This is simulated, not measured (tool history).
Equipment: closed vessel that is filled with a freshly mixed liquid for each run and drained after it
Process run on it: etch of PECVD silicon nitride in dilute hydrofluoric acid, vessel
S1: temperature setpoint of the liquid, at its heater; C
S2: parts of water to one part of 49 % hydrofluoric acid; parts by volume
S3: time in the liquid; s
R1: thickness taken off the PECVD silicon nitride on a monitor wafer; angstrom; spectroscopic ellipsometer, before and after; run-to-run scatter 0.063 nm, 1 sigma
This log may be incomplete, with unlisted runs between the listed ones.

Run 1, hour 0: S1 22 C, S2 85 parts by volume, S3 305 s. Result: R1 121.14 angstrom.
Run 2, hour 5.3: S1 21 C, S2 85 parts by volume, S3 305 s. Result: R1 115.11 angstrom.
Run 3, hour 12.9: S1 18 C, S2 85 parts by volume, S3 305 s. Result: R1 90.477 angstrom.
Run 4, hour 16.9: S1 18 C, S2 105 parts by volume, S3 305 s. Result: R1 74.84 angstrom.
Run 5, hour 17.9: S1 17 C, S2 105 parts by volume, S3 305 s. Result: R1 69.918 angstrom.
Run 6, hour 26.5: S1 17 C, S2 80 parts by volume, S3 305 s. Result: R1 90.83 angstrom.
Run 7, hour 29.6: S1 17 C, S2 85 parts by volume, S3 305 s. Result: R1 86.696 angstrom.

Run 8 has not been measured yet. What should we expect?
Run 8, hour 36.7: S1 17 C, S2 90 parts by volume, S3 305 s. Result: R1 ?.

R1: 80.707 angstrom
